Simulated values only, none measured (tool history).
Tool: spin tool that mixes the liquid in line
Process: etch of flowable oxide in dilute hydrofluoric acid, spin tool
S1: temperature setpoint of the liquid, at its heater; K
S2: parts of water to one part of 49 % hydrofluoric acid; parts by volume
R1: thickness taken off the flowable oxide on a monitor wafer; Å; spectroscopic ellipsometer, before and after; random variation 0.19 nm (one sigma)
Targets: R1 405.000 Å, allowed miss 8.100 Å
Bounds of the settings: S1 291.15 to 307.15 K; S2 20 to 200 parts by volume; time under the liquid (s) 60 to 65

Run 1, hour 0.0: S1 299.15 K, S2 110 parts by volume, time under the liquid (s) 60. Result: R1 116.620 Å.
Run 2, hour 7.9: S1 295.65 K, S2 110 parts by volume, time under the liquid (s) 60. Result: R1 102.160 Å.
Run 3, hour 9.5: S1 295.65 K, S2 110 parts by volume, time under the liquid (s) 65. Result: R1 109.780 Å.
Run 4, hour 16.7: S1 293.65 K, S2 110 parts by volume, time under the liquid (s) 65. Result: R1 101.380 Å.
At hour 24.5: thermometer replaced.
Run 5, hour 24.5: S1 293.65 K, S2 125 parts by volume, time under the liquid (s) 65. Result: R1 94.139 Å.
Run 6, hour 26.1: S1 293.65 K, S2 105 parts by volume, time under the liquid (s) 65. Result: R1 113.690 Å.
Run 7, hour 32.3: S1 296.15 K, S2 90 parts by volume, time under the liquid (s) 65. Result: R1 150.120 Å.
Run 8, hour 33.7: S1 298.15 K, S2 80 parts by volume, time under the liquid (s) 65. Result: R1 184.630 Å.
Run 9, hour 35.2: S1 299.65 K, S2 75 parts by volume, time under the liquid (s) 65. Result: R1 212.160 Å.
Run 10, hour 43.7: S1 303.65 K, S2 45 parts by volume, time under the liquid (s) 65. Result: R1 427.570 Å.
Run 11, hour 46.4: S1 303.15 K, S2 45 parts by volume, time under the liquid (s) 65. Result: R1 420.940 Å.
Run 12, hour 50.5: S1 302.65 K, S2 45 parts by volume, time under the liquid (s) 65. Result: R1 417.940 Å.

5 next moves are on the table. One of them brings every result within its allowed miss. Which?
Run A, hour 54.6: S1 303.15 K, S2 45 parts by volume, time under the liquid (s) 65. Result: R1 ?.
Run B, hour 54.6: S1 303.65 K, S2 50 parts by volume, time under the liquid (s) 65. Result: R1 ?.
Run C, hour 54.6: S1 302.15 K, S2 45 parts by volume, time under the liquid (s) 65. Result: R1 ?.
Run D, hour 54.6: S1 302.65 K, S2 40 parts by volume, time under the liquid (s) 60. Result: R1 ?.
Run E, hour 54.6: S1 306.15 K, S2 55 parts by volume, time under the liquid (s) 65. Result: R1 ?.

move       R1
   A  424.600
   B  386.700
   C  408.120
   D  435.640
   E  384.080
A: further off than the last run
B: takes the result that was furthest off past its target
C: meets every target
D: further off than the last run
E: takes the result that was furthest off past its target
The right move is C.

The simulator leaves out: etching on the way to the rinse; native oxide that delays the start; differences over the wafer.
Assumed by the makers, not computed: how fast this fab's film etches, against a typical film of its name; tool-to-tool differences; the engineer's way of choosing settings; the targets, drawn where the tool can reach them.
